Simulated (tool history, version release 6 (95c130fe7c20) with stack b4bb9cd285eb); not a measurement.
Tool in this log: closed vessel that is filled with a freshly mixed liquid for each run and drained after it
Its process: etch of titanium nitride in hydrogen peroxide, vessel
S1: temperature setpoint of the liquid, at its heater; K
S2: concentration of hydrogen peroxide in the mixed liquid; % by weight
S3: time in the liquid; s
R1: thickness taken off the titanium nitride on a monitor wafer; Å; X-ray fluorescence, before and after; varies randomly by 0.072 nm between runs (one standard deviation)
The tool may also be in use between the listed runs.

run,hour,S1,S2,S3,R1
1,0.0,328.15,25.5,135,124.190
2,0.9,326.65,25.5,135,114.560
3,3.4,326.65,21.0,135,109.910
4,6.8,325.15,21.0,135,99.390
5,10.2,324.15,21.0,135,91.815
6,11.9,324.15,17.0,135,87.028
7,18.3,323.65,17.0,135,83.363

Run 8 is up next; what results do you expect?
8,21.5,323.15,17.0,135,?

{"run 8": {"R1": 80.875}}
